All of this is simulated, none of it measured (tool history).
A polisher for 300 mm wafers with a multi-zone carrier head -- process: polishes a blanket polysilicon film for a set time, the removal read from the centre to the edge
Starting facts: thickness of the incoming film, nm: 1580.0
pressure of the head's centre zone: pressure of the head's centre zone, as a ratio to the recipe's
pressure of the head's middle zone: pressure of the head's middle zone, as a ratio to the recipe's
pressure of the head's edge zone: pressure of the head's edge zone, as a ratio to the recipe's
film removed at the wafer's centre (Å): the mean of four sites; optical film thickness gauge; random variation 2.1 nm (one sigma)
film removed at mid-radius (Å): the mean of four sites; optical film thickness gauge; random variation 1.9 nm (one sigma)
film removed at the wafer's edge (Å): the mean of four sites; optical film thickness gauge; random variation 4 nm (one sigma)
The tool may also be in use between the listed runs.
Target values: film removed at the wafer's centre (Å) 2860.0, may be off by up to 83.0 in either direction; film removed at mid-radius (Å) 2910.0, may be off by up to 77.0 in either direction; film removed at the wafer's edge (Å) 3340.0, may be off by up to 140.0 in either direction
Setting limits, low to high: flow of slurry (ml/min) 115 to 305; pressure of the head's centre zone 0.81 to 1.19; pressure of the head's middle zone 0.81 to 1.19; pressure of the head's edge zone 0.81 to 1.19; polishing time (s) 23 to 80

| run | hour | flow of slurry (ml/min) | pressure of the head's centre zone | pressure of the head's middle zone | pressure of the head's edge zone | polishing time (s) | film removed at the wafer's centre (Å) | film removed at mid-radius (Å) | film removed at the wafer's edge (Å) |
|---|---|---|---|---|---|---|---|---|---|
| 1 | 0.0 | 195 | 1.00 | 1.00 | 1.00 | 51 | 5402.8 | 5391.9 | 5616.4 |
| 2 | 3.2 | 185 | 0.98 | 0.97 | 0.98 | 47 | 4914.0 | 4831.2 | 5018.9 |
| 3 | 9.1 | 185 | 1.01 | 0.97 | 0.98 | 47 | 5005.3 | 4855.1 | 5003.6 |
| 4 | 14.8 | 185 | 1.09 | 0.97 | 0.98 | 47 | 5421.0 | 4815.0 | 4932.4 |
| 5 | 21.5 | 175 | 1.05 | 0.95 | 0.98 | 44 | 4815.5 | 4382.6 | 4631.3 |
| 6 | 29.7 | 165 | 1.02 | 0.93 | 0.97 | 42 | 4432.3 | 4115.3 | 4404.2 |
| 7 | 38.5 | 160 | 0.99 | 0.91 | 0.96 | 40 | 4046.0 | 3803.8 | 4169.7 |
| 8 | 41.4 | 160 | 0.99 | 0.91 | 0.96 | 40 | 4008.5 | 3769.4 | 4219.3 |
| 9 | 42.2 | 160 | 0.99 | 0.91 | 0.96 | 40 | 4047.6 | 3822.0 | 4031.2 |
| 10 | 49.4 | 155 | 0.97 | 0.89 | 0.97 | 39 | 3849.9 | 3641.1 | 4009.0 |
| 11 | 56.5 | 150 | 0.95 | 0.88 | 0.96 | 38 | 3607.2 | 3463.9 | 3833.6 |
| 12 | 62.3 | 145 | 0.93 | 0.87 | 0.96 | 38 | 3557.7 | 3419.4 | 3808.7 |
| 13 | 68.4 | 140 | 0.91 | 0.86 | 0.96 | 37 | 3340.5 | 3277.3 | 3751.0 |
| 14 | 77.2 | 135 | 0.90 | 0.85 | 0.95 | 37 | 3300.5 | 3188.6 | 3675.4 |
|  | 83.0 | worn pad replaced by a new one |
| 15 | 83.0 | 135 | 0.89 | 0.85 | 0.94 | 37 | 3476.2 | 3482.4 | 3962.2 |
| 16 | 83.8 | 135 | 0.89 | 0.86 | 0.96 | 37 | 3517.2 | 3520.3 | 4023.7 |
| 17 | 86.0 | 120 | 0.85 | 0.81 | 0.89 | 28 | 2431.7 | 2490.2 | 2949.8 |
| 18 | 93.1 | 120 | 0.85 | 0.81 | 0.89 | 28 | 2478.0 | 2476.0 | 2883.9 |
| 19 | 100.0 | 135 | 0.85 | 0.82 | 0.91 | 28 | 2575.0 | 2575.1 | 3018.2 |
| 20 | 101.7 | 145 | 0.84 | 0.83 | 0.92 | 28 | 2543.5 | 2625.8 | 3071.9 |

Which single option among these 4 for the next run brings every result within its allowed miss of target? Just one does.
| A | 103.4 | 170 | 0.90 | 0.83 | 0.91 | 28 | ? | ? | ? |
| B | 103.4 | 265 | 0.83 | 0.82 | 0.84 | 26 | ? | ? | ? |
| C | 103.4 | 160 | 0.87 | 0.87 | 0.91 | 28 | ? | ? | ? |
| D | 103.4 | 115 | 0.91 | 0.89 | 0.99 | 31 | ? | ? | ? |

| move | film removed at the wafer's centre (Å) | film removed at mid-radius (Å) | film removed at the wafer's edge (Å) |
|---|---|---|---|
| A | 2856.5 | 2757.2 | 3119.8 |
| B | 2638.4 | 2711.9 | 2934.9 |
| C | 2727.2 | 2823.6 | 3091.2 |
| D | 2869.2 | 2924.6 | 3356.7 |
A: corrects the largest miss of the last run, while another result sits out of spec
B: closer than the last run, but not yet in spec
C: closer than the last run, but not yet in spec
D: all results land within tolerance of their targets
Answer: D

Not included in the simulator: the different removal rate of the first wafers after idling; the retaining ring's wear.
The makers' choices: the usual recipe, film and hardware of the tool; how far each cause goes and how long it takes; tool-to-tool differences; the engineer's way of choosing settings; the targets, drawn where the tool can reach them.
